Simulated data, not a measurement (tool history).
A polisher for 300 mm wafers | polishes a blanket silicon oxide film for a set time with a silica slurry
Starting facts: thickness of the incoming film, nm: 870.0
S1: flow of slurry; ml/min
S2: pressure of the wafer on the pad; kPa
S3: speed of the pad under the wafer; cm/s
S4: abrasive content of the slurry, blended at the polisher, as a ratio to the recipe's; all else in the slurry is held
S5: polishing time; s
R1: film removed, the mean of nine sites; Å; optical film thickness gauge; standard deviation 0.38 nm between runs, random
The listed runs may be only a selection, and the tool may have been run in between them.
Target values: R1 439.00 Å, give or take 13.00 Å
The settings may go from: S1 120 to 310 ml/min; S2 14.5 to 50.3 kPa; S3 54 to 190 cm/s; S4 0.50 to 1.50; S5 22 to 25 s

{"run": 1, "hour": 0.0, "S1": 200, "S2": 32.4, "S3": 122, "S4": 1.0, "S5": 25, "R1": 850.62}
{"run": 2, "hour": 7.8, "S1": 200, "S2": 35.9, "S3": 122, "S4": 1.0, "S5": 25, "R1": 914.14}
{"run": 3, "hour": 12.7, "S1": 200, "S2": 35.9, "S3": 144, "S4": 1.0, "S5": 25, "R1": 1014.5}
{"run": 4, "hour": 14.8, "S1": 200, "S2": 29.6, "S3": 144, "S4": 1.0, "S5": 25, "R1": 890.56}
{"run": 5, "hour": 18.8, "S1": 235, "S2": 29.6, "S3": 144, "S4": 1.0, "S5": 25, "R1": 895.57}
{"hour": 27.7, "done": "head pressure recalibrated"}
{"run": 6, "hour": 27.7, "S1": 235, "S2": 25.5, "S3": 128, "S4": 1.0, "S5": 25, "R1": 741.96}
{"run": 7, "hour": 29.5, "S1": 235, "S2": 22.8, "S3": 116, "S4": 1.0, "S5": 25, "R1": 633.64}
{"run": 8, "hour": 30.5, "S1": 235, "S2": 20.7, "S3": 110, "S4": 1.0, "S5": 25, "R1": 574.67}
{"run": 9, "hour": 34.9, "S1": 230, "S2": 19.3, "S3": 106, "S4": 1.0, "S5": 25, "R1": 534.74}
{"run": 10, "hour": 37.2, "S1": 220, "S2": 17.9, "S3": 104, "S4": 1.0, "S5": 25, "R1": 516.2}
{"run": 11, "hour": 41.5, "S1": 220, "S2": 17.9, "S3": 104, "S4": 1.0, "S5": 25, "R1": 509.22}

5 candidate next runs follow, results not yet known. Just one meets every target within its allowed miss. Identify it.
{"run": "A", "hour": 45.8, "S1": 170, "S2": 25.5, "S3": 74, "S4": 1.05, "S5": 22, "R1": "?"}
{"run": "B", "hour": 45.8, "S1": 215, "S2": 21.4, "S3": 94, "S4": 0.95, "S5": 23, "R1": "?"}
{"run": "C", "hour": 45.8, "S1": 250, "S2": 17.9, "S3": 92, "S4": 1.15, "S5": 23, "R1": "?"}
{"run": "D", "hour": 45.8, "S1": 205, "S2": 17.2, "S3": 94, "S4": 0.95, "S5": 23, "R1": "?"}
{"run": "E", "hour": 45.8, "S1": 250, "S2": 16.5, "S3": 86, "S4": 1.1, "S5": 22, "R1": "?"}

move=A R1=440.57
move=B R1=475.35
move=C R1=470.07
move=D R1=417.26
move=E R1=404.22
A: in spec on every target
B: gains on the last run, yet a result remains outside its allowed miss
C: gains on the last run, yet a result remains outside its allowed miss
D: carries the result that was furthest off beyond its target, to the other side
E: carries the result that was furthest off beyond its target, to the other side
Move A is the one to make.

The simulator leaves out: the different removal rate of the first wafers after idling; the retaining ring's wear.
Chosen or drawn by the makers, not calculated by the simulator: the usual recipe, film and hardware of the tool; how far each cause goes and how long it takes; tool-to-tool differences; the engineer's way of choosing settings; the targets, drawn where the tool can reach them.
